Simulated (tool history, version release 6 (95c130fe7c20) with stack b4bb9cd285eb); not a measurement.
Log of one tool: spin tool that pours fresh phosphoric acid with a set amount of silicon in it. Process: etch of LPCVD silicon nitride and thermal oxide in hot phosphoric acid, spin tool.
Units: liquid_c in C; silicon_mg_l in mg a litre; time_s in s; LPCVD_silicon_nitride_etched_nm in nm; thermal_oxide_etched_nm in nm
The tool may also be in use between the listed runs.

run	hour	liquid_c	silicon_mg_l	time_s	LPCVD_silicon_nitride_etched_nm	thermal_oxide_etched_nm
1	0.0	162.0	15.0	65	5.9731	0.142480
2	4.0	161.5	15.5	60	5.3808	0.100670
3	9.6	161.0	13.5	55	4.8650	0.130420
4	10.6	161.0	18.5	55	4.8105	0.093502
5	11.4	160.5	18.5	50	4.3106	0.094355
6	20.0	160.5	18.5	70	6.0193	0.134340
7	27.7	160.0	19.5	65	5.5741	0.139550
8	34.3	160.0	20.5	60	5.0732	0.080973
9	38.5	159.5	20.0	55	4.5775	0.066854
10	45.3	159.5	17.5	50	4.1813	0.099979
11	49.1	159.0	18.5	45	3.6581	0.070814
12	57.8	158.5	18.5	45	3.6457	0.079206
13	64.7	158.5	19.0	45	3.6325	0.085475
14	70.5	158.5	19.5	45	3.6473	0.076534
15	75.0	158.5	20.0	45	3.6371	0.093972
16	79.2	158.5	22.0	45	3.6471	0.077319
17	87.0	158.5	22.5	45	3.6495	0.075835
18	95.9	158.5	23.0	45	3.5994	0.048317
19	98.8	158.5	22.5	45	3.6358	0.065183

The next listed run, before its measurement:
20	100.3	157.5	22.5	40	?	?

Run 20 gave LPCVD_silicon_nitride_etched_nm 3.0942 nm, thermal_oxide_etched_nm 0.043155 nm.
